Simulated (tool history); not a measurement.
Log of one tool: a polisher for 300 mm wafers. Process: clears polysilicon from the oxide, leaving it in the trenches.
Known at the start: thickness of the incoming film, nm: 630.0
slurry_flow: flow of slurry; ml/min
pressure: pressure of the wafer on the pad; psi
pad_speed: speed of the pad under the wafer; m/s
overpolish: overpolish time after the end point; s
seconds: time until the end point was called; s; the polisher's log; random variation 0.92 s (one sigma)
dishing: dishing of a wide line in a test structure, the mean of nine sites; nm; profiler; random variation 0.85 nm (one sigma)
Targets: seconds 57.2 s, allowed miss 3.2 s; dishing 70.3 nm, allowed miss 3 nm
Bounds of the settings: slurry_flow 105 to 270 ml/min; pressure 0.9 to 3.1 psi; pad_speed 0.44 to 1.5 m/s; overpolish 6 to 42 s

Run 1, hour 0: slurry_flow 175 ml/min, pressure 2 psi, pad_speed 0.96 m/s, overpolish 21 s. Result: seconds 78.399 s, dishing 64.203 nm.
Run 2, hour 7.4: slurry_flow 175 ml/min, pressure 2.1 psi, pad_speed 0.96 m/s, overpolish 21 s. Result: seconds 72.604 s, dishing 66.155 nm.
Run 3, hour 10.5: slurry_flow 200 ml/min, pressure 2.1 psi, pad_speed 0.96 m/s, overpolish 21 s. Result: seconds 74.196 s, dishing 65.35 nm.
Run 4, hour 16.4: slurry_flow 200 ml/min, pressure 1.7 psi, pad_speed 0.96 m/s, overpolish 21 s. Result: seconds 83.264 s, dishing 62.887 nm.
Run 5, hour 23.2: slurry_flow 200 ml/min, pressure 1.4 psi, pad_speed 0.96 m/s, overpolish 21 s. Result: seconds 99.286 s, dishing 60.172 nm.
Run 6, hour 31.3: slurry_flow 200 ml/min, pressure 1.4 psi, pad_speed 0.96 m/s, overpolish 29 s. Result: seconds 101.02 s, dishing 65.487 nm.
Run 7, hour 37.3: slurry_flow 200 ml/min, pressure 1.6 psi, pad_speed 0.98 m/s, overpolish 28 s. Result: seconds 89.817 s, dishing 65.79 nm.
Run 8, hour 40.1: slurry_flow 200 ml/min, pressure 1.7 psi, pad_speed 0.98 m/s, overpolish 27 s. Result: seconds 85.957 s, dishing 66.313 nm.
Run 9, hour 46.7: slurry_flow 200 ml/min, pressure 1.8 psi, pad_speed 0.98 m/s, overpolish 26 s. Result: seconds 78.881 s, dishing 67.307 nm.
Run 10, hour 48.2: slurry_flow 205 ml/min, pressure 1.9 psi, pad_speed 0.98 m/s, overpolish 25 s. Result: seconds 78.004 s, dishing 65.607 nm.
Run 11, hour 54.5: slurry_flow 205 ml/min, pressure 2 psi, pad_speed 0.98 m/s, overpolish 25 s. Result: seconds 74.701 s, dishing 66.213 nm.
Run 12, hour 59.1: slurry_flow 205 ml/min, pressure 2.1 psi, pad_speed 0.98 m/s, overpolish 25 s. Result: seconds 72.053 s, dishing 66.563 nm.
Run 13, hour 63: slurry_flow 205 ml/min, pressure 2.2 psi, pad_speed 0.98 m/s, overpolish 25 s. Result: seconds 69.829 s, dishing 66.854 nm.
Run 14, hour 70.1: slurry_flow 205 ml/min, pressure 2.3 psi, pad_speed 0.98 m/s, overpolish 25 s. Result: seconds 66.378 s, dishing 68.58 nm.

Which of these 5 next moves meets every target?
Run A, hour 77.2: slurry_flow 235 ml/min, pressure 2.5 psi, pad_speed 1.16 m/s, overpolish 25 s. Result: seconds ?, dishing ?.
Run B, hour 77.2: slurry_flow 145 ml/min, pressure 2.7 psi, pad_speed 1.2 m/s, overpolish 22 s. Result: seconds ?, dishing ?.
Run C, hour 77.2: slurry_flow 175 ml/min, pressure 2.5 psi, pad_speed 1.28 m/s, overpolish 22 s. Result: seconds ?, dishing ?.
Run D, hour 77.2: slurry_flow 250 ml/min, pressure 2 psi, pad_speed 1.5 m/s, overpolish 21 s. Result: seconds ?, dishing ?.
Run E, hour 77.2: slurry_flow 225 ml/min, pressure 2.6 psi, pad_speed 0.98 m/s, overpolish 31 s. Result: seconds ?, dishing ?.

move  seconds  dishing
   A   51.147   69.237
   B   49.929   68.825
   C   48.443    68.96
   D   47.848   68.807
   E   58.518   69.468
A: takes the result that was furthest off past its target
B: takes the result that was furthest off past its target
C: takes the result that was furthest off past its target
D: takes the result that was furthest off past its target
E: meets every target
Move E is the one to make.

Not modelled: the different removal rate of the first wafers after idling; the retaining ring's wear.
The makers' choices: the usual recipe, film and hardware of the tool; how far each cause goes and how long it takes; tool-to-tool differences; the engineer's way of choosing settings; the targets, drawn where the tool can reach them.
